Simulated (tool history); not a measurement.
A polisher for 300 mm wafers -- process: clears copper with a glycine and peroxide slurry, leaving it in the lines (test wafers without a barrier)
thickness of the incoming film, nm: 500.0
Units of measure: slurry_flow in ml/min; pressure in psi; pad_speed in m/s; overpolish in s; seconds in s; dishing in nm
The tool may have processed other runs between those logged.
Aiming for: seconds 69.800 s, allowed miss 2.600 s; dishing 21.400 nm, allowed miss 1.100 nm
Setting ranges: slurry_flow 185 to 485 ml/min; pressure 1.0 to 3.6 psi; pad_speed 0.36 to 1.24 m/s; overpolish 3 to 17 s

{"run": 1, "hour": 0.0, "slurry_flow": 310, "pressure": 2.3, "pad_speed": 0.8, "overpolish": 9, "seconds": 121.14, "dishing": 16.931}
{"run": 2, "hour": 2.1, "slurry_flow": 310, "pressure": 1.9, "pad_speed": 0.8, "overpolish": 9, "seconds": 140.29, "dishing": 15.86}
{"run": 3, "hour": 7.7, "slurry_flow": 240, "pressure": 1.9, "pad_speed": 0.8, "overpolish": 9, "seconds": 143.7, "dishing": 15.865}
{"run": 4, "hour": 13.4, "slurry_flow": 240, "pressure": 1.9, "pad_speed": 0.9, "overpolish": 9, "seconds": 136.59, "dishing": 16.671}
{"run": 5, "hour": 18.0, "slurry_flow": 240, "pressure": 1.9, "pad_speed": 0.78, "overpolish": 9, "seconds": 147.22, "dishing": 15.507}
{"run": 6, "hour": 25.8, "slurry_flow": 240, "pressure": 1.9, "pad_speed": 0.6, "overpolish": 9, "seconds": 163.41, "dishing": 14.738}
{"run": 7, "hour": 27.3, "slurry_flow": 245, "pressure": 2.1, "pad_speed": 0.64, "overpolish": 9, "seconds": 150.47, "dishing": 15.614}
{"run": 8, "hour": 33.9, "slurry_flow": 260, "pressure": 2.7, "pad_speed": 0.86, "overpolish": 7, "seconds": 108.79, "dishing": 15.625}
{"run": 9, "hour": 37.8, "slurry_flow": 265, "pressure": 2.8, "pad_speed": 0.88, "overpolish": 7, "seconds": 101.25, "dishing": 16.893}
{"run": 10, "hour": 41.9, "slurry_flow": 270, "pressure": 2.9, "pad_speed": 0.9, "overpolish": 7, "seconds": 96.396, "dishing": 16.671}
{"run": 11, "hour": 49.9, "slurry_flow": 270, "pressure": 3.5, "pad_speed": 1.04, "overpolish": 11, "seconds": 74.895, "dishing": 20.198}
{"run": 12, "hour": 56.7, "slurry_flow": 285, "pressure": 3.6, "pad_speed": 1.06, "overpolish": 12, "seconds": 73.87, "dishing": 20.927}

5 candidate next runs follow, results not yet known. Just one meets every target within its allowed miss. Identify it.
{"run": "A", "hour": 63.5, "slurry_flow": 265, "pressure": 3.5, "pad_speed": 0.98, "overpolish": 13, "seconds": "?", "dishing": "?"}
{"run": "B", "hour": 63.5, "slurry_flow": 370, "pressure": 3.3, "pad_speed": 1.02, "overpolish": 9, "seconds": "?", "dishing": "?"}
{"run": "C", "hour": 63.5, "slurry_flow": 270, "pressure": 3.5, "pad_speed": 1.12, "overpolish": 9, "seconds": "?", "dishing": "?"}
{"run": "D", "hour": 63.5, "slurry_flow": 280, "pressure": 3.5, "pad_speed": 1.18, "overpolish": 13, "seconds": "?", "dishing": "?"}
{"run": "E", "hour": 63.5, "slurry_flow": 270, "pressure": 3.6, "pad_speed": 1.16, "overpolish": 8, "seconds": "?", "dishing": "?"}

move=A seconds=78.990 dishing=20.931
move=B seconds=78.510 dishing=19.381
move=C seconds=72.626 dishing=19.583
move=D seconds=69.979 dishing=20.944
move=E seconds=69.327 dishing=19.138
A: further off than the last run
B: further off than the last run
C: further off than the last run
D: every result lands within tolerance
E: puts the biggest miss on target and leaves a different result outside tolerance
D meets every target.

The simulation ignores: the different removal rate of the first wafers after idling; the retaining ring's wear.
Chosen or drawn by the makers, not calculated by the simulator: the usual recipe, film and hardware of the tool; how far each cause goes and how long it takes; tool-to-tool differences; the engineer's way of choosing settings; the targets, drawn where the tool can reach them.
